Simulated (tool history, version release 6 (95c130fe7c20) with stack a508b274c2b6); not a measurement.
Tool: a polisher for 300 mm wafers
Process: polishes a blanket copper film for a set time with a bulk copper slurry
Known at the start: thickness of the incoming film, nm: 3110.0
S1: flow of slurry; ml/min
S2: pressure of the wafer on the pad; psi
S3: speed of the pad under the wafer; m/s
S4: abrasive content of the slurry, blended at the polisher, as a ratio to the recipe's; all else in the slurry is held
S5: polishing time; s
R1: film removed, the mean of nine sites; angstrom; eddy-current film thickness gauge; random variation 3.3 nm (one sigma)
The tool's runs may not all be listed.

| run | day | S1 | S2 | S3 | S4 | S5 | R1 |
|---|---|---|---|---|---|---|---|
| 1 | 0 | 170 | 3.5 | 1.22 | 1 | 41 | 6056.3 |
| 2 | 0.075 | 170 | 3.5 | 1.38 | 1 | 41 | 6962.7 |
| 3 | 0.392 | 200 | 3.5 | 1.38 | 1 | 41 | 7170.1 |
| 4 | 0.692 | 195 | 3 | 1.28 | 1 | 41 | 5678.1 |
| 5 | 1.017 | 190 | 2.6 | 1.2 | 1 | 41 | 4613.5 |
| 6 | 1.162 | 190 | 3.1 | 1.2 | 1 | 41 | 5615.3 |
| 7 | 1.204 | 175 | 2.7 | 1.18 | 1 | 41 | 4639.7 |
| 8 | 1.304 | 170 | 2.4 | 1.16 | 1 | 41 | 4133.8 |

The next listed run, before its measurement:
| 9 | 1.5 | 165 | 2.2 | 1.14 | 1 | 41 | ? |

Run 9 gave R1 3754.3 angstrom.
